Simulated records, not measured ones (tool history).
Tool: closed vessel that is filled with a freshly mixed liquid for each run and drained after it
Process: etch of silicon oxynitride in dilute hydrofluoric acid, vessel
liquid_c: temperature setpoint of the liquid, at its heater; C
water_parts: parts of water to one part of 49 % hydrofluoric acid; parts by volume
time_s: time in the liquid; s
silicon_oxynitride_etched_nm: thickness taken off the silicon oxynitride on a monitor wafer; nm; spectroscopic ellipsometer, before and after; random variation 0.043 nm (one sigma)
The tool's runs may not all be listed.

| run | hour | liquid_c | water_parts | time_s | silicon_oxynitride_etched_nm |
|---|---|---|---|---|---|
| 1 | 0 | 25 | 205 | 535 | 9.2825 |
| 2 | 7.2 | 25 | 160 | 535 | 12.649 |
| 3 | 10.2 | 25 | 160 | 535 | 12.336 |
| 4 | 14.9 | 25 | 195 | 535 | 9.9739 |
| 5 | 21.6 | 22.5 | 215 | 535 | 7.9303 |
| 6 | 26.7 | 21 | 230 | 535 | 6.8406 |
| 7 | 28.2 | 20 | 240 | 535 | 6.3094 |

Run 8 comes next. What will it give?
| 8 | 29 | 19 | 250 | 535 | ? |

Run 8 gave silicon_oxynitride_etched_nm 5.7984 nm.
